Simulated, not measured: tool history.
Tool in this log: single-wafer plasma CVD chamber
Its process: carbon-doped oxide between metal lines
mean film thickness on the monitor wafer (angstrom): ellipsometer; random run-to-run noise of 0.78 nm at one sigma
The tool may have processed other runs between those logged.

run	hour	heater temperature setpoint (°C)	chamber pressure (Torr)	RF power (W)	deposition time (s)	mean film thickness on the monitor wafer (angstrom)
1	0	355	5.98	580	32.3	1783.6
2	5.9	345	5.98	580	32.3	1863.8
3	12.2	345	5.98	535	32.3	1754.8
4	18.9	350	5.73	500	32.3	1629.7
5	20.7	357	5.73	500	32.3	1585.8
6	23	357	5.73	460	32.3	1506.2
7	30.5	359	5.58	445	32.3	1446.3
8	39.3	361	5.43	440	32.3	1419.8

The next listed run, before its measurement:
9	46.3	363	5.31	435	32.3	?

{"run 9": {"mean film thickness on the monitor wafer (angstrom)": 1380.2}}

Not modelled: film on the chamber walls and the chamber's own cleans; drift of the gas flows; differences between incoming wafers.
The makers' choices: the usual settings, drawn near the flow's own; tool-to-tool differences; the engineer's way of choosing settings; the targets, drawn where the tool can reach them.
